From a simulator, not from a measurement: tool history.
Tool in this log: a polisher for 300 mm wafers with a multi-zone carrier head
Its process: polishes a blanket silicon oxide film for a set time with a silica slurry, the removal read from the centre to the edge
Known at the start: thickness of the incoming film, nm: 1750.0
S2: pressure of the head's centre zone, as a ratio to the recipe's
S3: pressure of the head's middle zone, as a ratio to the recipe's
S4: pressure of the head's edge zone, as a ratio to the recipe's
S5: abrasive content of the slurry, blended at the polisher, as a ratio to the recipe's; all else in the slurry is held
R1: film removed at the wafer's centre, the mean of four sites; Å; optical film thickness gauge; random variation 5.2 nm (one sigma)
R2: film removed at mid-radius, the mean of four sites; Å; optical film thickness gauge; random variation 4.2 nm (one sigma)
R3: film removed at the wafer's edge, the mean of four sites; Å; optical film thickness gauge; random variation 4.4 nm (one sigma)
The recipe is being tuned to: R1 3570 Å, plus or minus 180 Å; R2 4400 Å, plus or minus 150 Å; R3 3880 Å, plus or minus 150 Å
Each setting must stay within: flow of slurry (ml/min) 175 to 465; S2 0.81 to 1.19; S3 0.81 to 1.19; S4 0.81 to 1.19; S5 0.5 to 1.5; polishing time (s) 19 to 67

{"run": 1, "hour": 0.0, "flow of slurry (ml/min)": 295, "S2": 1, "S3": 1, "S4": 1, "S5": 1, "polishing time (s)": 43, "R1": 2662.9, "R2": 2792.7, "R3": 2735.4}
{"run": 2, "hour": 3.9, "flow of slurry (ml/min)": 295, "S2": 1, "S3": 1.03, "S4": 1.01, "S5": 1.1, "polishing time (s)": 44, "R1": 2928.3, "R2": 2966.8, "R3": 2893}
{"run": 3, "hour": 5.2, "flow of slurry (ml/min)": 295, "S2": 1, "S3": 1.03, "S4": 1.01, "S5": 1.25, "polishing time (s)": 44, "R1": 3037.1, "R2": 3200.2, "R3": 3041.6}
{"run": 4, "hour": 13.0, "flow of slurry (ml/min)": 295, "S2": 1, "S3": 1.03, "S4": 1.01, "S5": 1.4, "polishing time (s)": 44, "R1": 3287.7, "R2": 3325.2, "R3": 3265.7}
{"run": 5, "hour": 15.6, "flow of slurry (ml/min)": 300, "S2": 0.99, "S3": 1.05, "S4": 1.02, "S5": 1.4, "polishing time (s)": 45, "R1": 3257.6, "R2": 3526.3, "R3": 3292.2}
{"run": 6, "hour": 20.9, "flow of slurry (ml/min)": 325, "S2": 0.99, "S3": 1.05, "S4": 1.02, "S5": 1.4, "polishing time (s)": 45, "R1": 3291.3, "R2": 3499.2, "R3": 3354.2}
{"run": 7, "hour": 25.7, "flow of slurry (ml/min)": 325, "S2": 0.98, "S3": 1.07, "S4": 1.03, "S5": 1.4, "polishing time (s)": 46, "R1": 3343.5, "R2": 3664.4, "R3": 3430.3}
{"run": 8, "hour": 27.4, "flow of slurry (ml/min)": 325, "S2": 0.98, "S3": 1.07, "S4": 1.03, "S5": 1.4, "polishing time (s)": 46, "R1": 3271.2, "R2": 3600.3, "R3": 3414.5}
{"run": 9, "hour": 35.4, "flow of slurry (ml/min)": 325, "S2": 0.98, "S3": 1.08, "S4": 1.03, "S5": 1.4, "polishing time (s)": 47, "R1": 3284.6, "R2": 3778.3, "R3": 3545.7}
{"run": 10, "hour": 42.4, "flow of slurry (ml/min)": 325, "S2": 0.99, "S3": 1.09, "S4": 1.03, "S5": 1.4, "polishing time (s)": 47, "R1": 3411.3, "R2": 3836.6, "R3": 3530.9}
{"run": 11, "hour": 47.1, "flow of slurry (ml/min)": 325, "S2": 0.99, "S3": 1.1, "S4": 1.04, "S5": 1.4, "polishing time (s)": 47, "R1": 3434.2, "R2": 3832.4, "R3": 3560.8}
{"run": 12, "hour": 51.4, "flow of slurry (ml/min)": 325, "S2": 0.99, "S3": 1.11, "S4": 1.04, "S5": 1.4, "polishing time (s)": 47, "R1": 3391.7, "R2": 3850.1, "R3": 3495.9}
{"run": 13, "hour": 58.7, "flow of slurry (ml/min)": 330, "S2": 0.99, "S3": 1.12, "S4": 1.05, "S5": 1.4, "polishing time (s)": 47, "R1": 3337.9, "R2": 3856.4, "R3": 3500.9}
{"run": 14, "hour": 63.1, "flow of slurry (ml/min)": 330, "S2": 0.99, "S3": 1.13, "S4": 1.05, "S5": 1.4, "polishing time (s)": 47, "R1": 3432.2, "R2": 3893.9, "R3": 3544.1}
{"run": 15, "hour": 69.2, "flow of slurry (ml/min)": 330, "S2": 0.99, "S3": 1.13, "S4": 1.05, "S5": 1.4, "polishing time (s)": 47, "R1": 3404.4, "R2": 3875.6, "R3": 3499.2}
{"run": 16, "hour": 74.7, "flow of slurry (ml/min)": 330, "S2": 0.98, "S3": 1.14, "S4": 1.05, "S5": 1.4, "polishing time (s)": 47, "R1": 3414.1, "R2": 3915.7, "R3": 3517.4}
{"run": 17, "hour": 83.6, "flow of slurry (ml/min)": 335, "S2": 0.97, "S3": 1.15, "S4": 1.05, "S5": 1.4, "polishing time (s)": 47, "R1": 3321.4, "R2": 3979.7, "R3": 3559.8}
{"run": 18, "hour": 87.4, "flow of slurry (ml/min)": 340, "S2": 0.97, "S3": 1.16, "S4": 1.06, "S5": 1.45, "polishing time (s)": 48, "R1": 3467.3, "R2": 4203.1, "R3": 3689.4}

Which one of the following 5 next-run settings gets every result inside its allowed miss? There is exactly one.
{"run": "A", "hour": 91.2, "flow of slurry (ml/min)": 345, "S2": 0.9, "S3": 1.19, "S4": 0.9, "S5": 1.5, "polishing time (s)": 49, "R1": "?", "R2": "?", "R3": "?"}
{"run": "B", "hour": 91.2, "flow of slurry (ml/min)": 290, "S2": 0.89, "S3": 0.98, "S4": 1.1, "S5": 1.5, "polishing time (s)": 52, "R1": "?", "R2": "?", "R3": "?"}
{"run": "C", "hour": 91.2, "flow of slurry (ml/min)": 260, "S2": 0.99, "S3": 1.08, "S4": 1.18, "S5": 1.5, "polishing time (s)": 48, "R1": "?", "R2": "?", "R3": "?"}
{"run": "D", "hour": 91.2, "flow of slurry (ml/min)": 370, "S2": 1.05, "S3": 1.19, "S4": 0.99, "S5": 1.35, "polishing time (s)": 47, "R1": "?", "R2": "?", "R3": "?"}
{"run": "E", "hour": 91.2, "flow of slurry (ml/min)": 315, "S2": 0.94, "S3": 1.14, "S4": 1.03, "S5": 1.5, "polishing time (s)": 51, "R1": "?", "R2": "?", "R3": "?"}

move=A R1=3454.4 R2=4408.6 R3=3541.6
move=B R1=3554.1 R2=3898.2 R3=4099.8
move=C R1=3606.8 R2=3858.4 R3=3882.9
move=D R1=3743.1 R2=4083.4 R3=3428.9
move=E R1=3721.1 R2=4383.6 R3=3907.4
A: the worst result of the last run now meets its target, but another is out of spec
B: the biggest miss grows against the last run
C: the biggest miss grows against the last run
D: the biggest miss grows against the last run
E: each result inside its tolerance
Correct choice: E, which meets every target
